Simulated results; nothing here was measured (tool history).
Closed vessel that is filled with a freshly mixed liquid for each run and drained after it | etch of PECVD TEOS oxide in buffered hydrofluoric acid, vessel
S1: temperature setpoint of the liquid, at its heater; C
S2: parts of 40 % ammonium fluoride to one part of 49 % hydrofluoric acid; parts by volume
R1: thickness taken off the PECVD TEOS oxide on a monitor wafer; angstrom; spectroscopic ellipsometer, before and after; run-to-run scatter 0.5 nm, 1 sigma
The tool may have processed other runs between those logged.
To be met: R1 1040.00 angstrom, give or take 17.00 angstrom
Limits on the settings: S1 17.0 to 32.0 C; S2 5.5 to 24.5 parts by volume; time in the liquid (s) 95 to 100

Run 1, hour 0.0: S1 24.0 C, S2 15.0 parts by volume, time in the liquid (s) 95. Result: R1 1215.80 angstrom.
Run 2, hour 6.6: S1 22.5 C, S2 15.0 parts by volume, time in the liquid (s) 95. Result: R1 1115.60 angstrom.
Run 3, hour 9.6: S1 22.0 C, S2 15.0 parts by volume, time in the liquid (s) 95. Result: R1 1088.40 angstrom.
Run 4, hour 14.4: S1 20.5 C, S2 15.0 parts by volume, time in the liquid (s) 95. Result: R1 995.53 angstrom.
Run 5, hour 17.4: S1 20.5 C, S2 18.5 parts by volume, time in the liquid (s) 95. Result: R1 810.26 angstrom.
Run 6, hour 23.0: S1 20.5 C, S2 22.0 parts by volume, time in the liquid (s) 95. Result: R1 707.19 angstrom.
Run 7, hour 29.5: S1 21.0 C, S2 22.0 parts by volume, time in the liquid (s) 95. Result: R1 730.99 angstrom.
Run 8, hour 32.3: S1 21.5 C, S2 22.0 parts by volume, time in the liquid (s) 95. Result: R1 745.74 angstrom.
Run 9, hour 41.4: S1 22.0 C, S2 22.0 parts by volume, time in the liquid (s) 95. Result: R1 768.62 angstrom.
Run 10, hour 48.9: S1 22.5 C, S2 22.0 parts by volume, time in the liquid (s) 95. Result: R1 789.57 angstrom.
Run 11, hour 51.1: S1 26.5 C, S2 22.0 parts by volume, time in the liquid (s) 95. Result: R1 983.72 angstrom.
Run 12, hour 56.7: S1 27.0 C, S2 22.0 parts by volume, time in the liquid (s) 95. Result: R1 1010.80 angstrom.

Which one of the following 4 next-run settings gets every result inside its allowed miss? There is exactly one.
Run A, hour 62.3: S1 27.5 C, S2 24.5 parts by volume, time in the liquid (s) 100. Result: R1 ?.
Run B, hour 62.3: S1 24.5 C, S2 18.0 parts by volume, time in the liquid (s) 95. Result: R1 ?.
Run C, hour 62.3: S1 27.0 C, S2 22.5 parts by volume, time in the liquid (s) 95. Result: R1 ?.
Run D, hour 62.3: S1 24.5 C, S2 20.0 parts by volume, time in the liquid (s) 100. Result: R1 ?.

move       R1
   A  1011.90
   B  1042.30
   C   992.13
   D   988.87
A: no nearer and no further than the last run
B: every result lands within tolerance
C: misses by more than the last run did
D: misses by more than the last run did
B meets every target.
